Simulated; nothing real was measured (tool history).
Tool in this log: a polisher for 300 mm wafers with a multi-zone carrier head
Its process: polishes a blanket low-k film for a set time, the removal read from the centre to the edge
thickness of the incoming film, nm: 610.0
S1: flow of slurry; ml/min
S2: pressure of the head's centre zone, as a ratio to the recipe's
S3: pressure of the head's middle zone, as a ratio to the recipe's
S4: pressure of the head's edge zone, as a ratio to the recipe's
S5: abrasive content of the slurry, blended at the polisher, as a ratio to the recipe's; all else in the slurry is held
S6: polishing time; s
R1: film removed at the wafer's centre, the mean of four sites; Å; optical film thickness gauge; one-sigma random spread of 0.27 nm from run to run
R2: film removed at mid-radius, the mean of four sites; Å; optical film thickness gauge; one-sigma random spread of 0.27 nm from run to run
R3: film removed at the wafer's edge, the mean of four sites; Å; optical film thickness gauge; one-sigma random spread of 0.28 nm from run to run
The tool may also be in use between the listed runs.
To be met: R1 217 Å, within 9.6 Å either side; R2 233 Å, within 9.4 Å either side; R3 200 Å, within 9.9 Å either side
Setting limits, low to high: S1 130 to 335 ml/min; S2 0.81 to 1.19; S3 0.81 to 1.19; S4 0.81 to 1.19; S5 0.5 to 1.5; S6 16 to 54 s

run    day   S1    S2    S3    S4    S5  S6      R1      R2      R3
  1      0  215     1     1     1     1  35  146.92  146.75  150.29
  2  0.167  250     1     1     1     1  35  153.89  151.79   151.1
  3  0.262  250     1     1  1.04     1  35  154.51  153.45  157.31
  4  0.604  210     1     1  1.04     1  35   150.3  150.89  152.04
  5  0.762  215  1.03  1.05  1.07   1.1  35  160.35   159.9   162.8
  6  0.862  215  1.03  1.05  1.07   1.1  31  142.03  143.12  140.91
  7  1.142  215  1.03  1.05  1.07   1.1  31  142.85  144.55  140.14
  8  1.388  240  1.03  1.09  1.03   1.2  33  158.39   162.7  151.45
  9  1.742  250  1.03  1.12  1.03   1.3  35  169.53  180.01  167.64
 10  1.846  260  1.04  1.14  1.01  1.35  36  183.82   196.4  174.75
 11  2.192  265  1.05  1.15  1.01   1.4  37   188.3  202.73  179.39
 12  2.512  265  1.06  1.16  1.01  1.45  38  199.74  207.52  188.59

Consider the 5 candidate settings below. Which is the only one whose results all fall within their allowed miss of target?
  A  2.833  250  0.98  1.13  0.93  1.5  39   ?   ?   ?
  B  2.833  280  1.02  1.14  0.89  1.5  42   ?   ?   ?
  C  2.833  295  1.13  1.17  0.97  1.4  38   ?   ?   ?
  D  2.833  260  1.08  1.07  1.01  1.5  40   ?   ?   ?
  E  2.833  330  1.03  1.13  0.92  1.4  38   ?   ?   ?

move      R1      R2      R3
   A  190.18  212.95  186.87
   B  216.39  234.11  199.48
   C  214.02  213.27   184.2
   D  216.16   209.3  199.61
   E  197.24  209.36  181.62
A: about as far from the targets as the last run
B: meets every target
C: moves toward the targets from the last run without getting all of them in spec
D: moves toward the targets from the last run without getting all of them in spec
E: moves toward the targets from the last run without getting all of them in spec
Answer: B
